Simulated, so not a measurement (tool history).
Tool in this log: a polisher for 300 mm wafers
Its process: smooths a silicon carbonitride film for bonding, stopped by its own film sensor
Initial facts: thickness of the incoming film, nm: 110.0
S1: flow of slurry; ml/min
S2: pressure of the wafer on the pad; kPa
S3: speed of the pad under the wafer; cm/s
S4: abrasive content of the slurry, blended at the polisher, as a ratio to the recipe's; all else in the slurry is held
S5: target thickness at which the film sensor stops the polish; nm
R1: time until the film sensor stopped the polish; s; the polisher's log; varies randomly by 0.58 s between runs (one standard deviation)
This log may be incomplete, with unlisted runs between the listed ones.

run	day	S1	S2	S3	S4	S5	R1
1	0.000	120	17.2	104	1.0	90	78.735
2	0.304	130	18.6	104	1.0	90	70.976
3	0.329	140	19.3	104	1.0	90	68.053
4	0.404	140	20.0	104	1.0	90	65.721
5	0.512	150	20.0	104	1.0	90	64.601
6	0.654	150	20.0	104	1.0	89	68.524
7	0.925	155	20.7	104	1.0	89	65.727
8	1.012	155	20.7	104	1.0	89	66.074

Predict the results of run 9:
9	1.079	155	21.4	104	1.0	89	?

{"run 9": {"R1": 63.058}}

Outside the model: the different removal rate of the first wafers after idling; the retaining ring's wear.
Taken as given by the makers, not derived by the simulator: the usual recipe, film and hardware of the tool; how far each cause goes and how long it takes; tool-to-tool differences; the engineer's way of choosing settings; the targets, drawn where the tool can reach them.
